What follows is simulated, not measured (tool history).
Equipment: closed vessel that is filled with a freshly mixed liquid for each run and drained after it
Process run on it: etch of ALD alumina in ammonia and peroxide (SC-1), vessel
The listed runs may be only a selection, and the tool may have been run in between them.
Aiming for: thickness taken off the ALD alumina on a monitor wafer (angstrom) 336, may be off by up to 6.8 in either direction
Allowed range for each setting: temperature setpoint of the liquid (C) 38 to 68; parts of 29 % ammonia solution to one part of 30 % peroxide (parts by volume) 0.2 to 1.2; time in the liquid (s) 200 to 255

run,hour,temperature setpoint of the liquid (C),parts of 29 % ammonia solution to one part of 30 % peroxide (parts by volume),time in the liquid (s),thickness taken off the ALD alumina on a monitor wafer (angstrom)
1,0,52,0.75,255,206.67
2,7.9,52,1,255,212.74
3,9.5,52,1,255,211.55
4,15.3,52,1,200,166.38
5,22.7,54,1,200,184.62
6,25.8,54,0.8,200,180.15
7,33.9,56.5,0.85,210,219.16
8,38.9,58,0.85,210,236.08
9,40.4,59,0.85,210,247.99
10,42.9,60,0.85,210,257.83
11,50.9,66,0.85,210,351.05
12,57.4,65.5,0.85,210,345.35

Which one of the following 4 next-run settings gets every result inside its allowed miss? There is exactly one.
A,63.9,62,0.7,250,?
B,63.9,64.5,0.75,230,?
C,63.9,66,0.9,205,?
D,63.9,64,0.7,235,?

move,thickness taken off the ALD alumina on a monitor wafer (angstrom)
A,335.67
B,352.39
C,344.16
D,348.91
A: meets every target
B: further off than the last run
C: moves toward the targets from the last run without getting all of them in spec
D: further off than the last run
So the answer is move A, the one that meets all the targets.
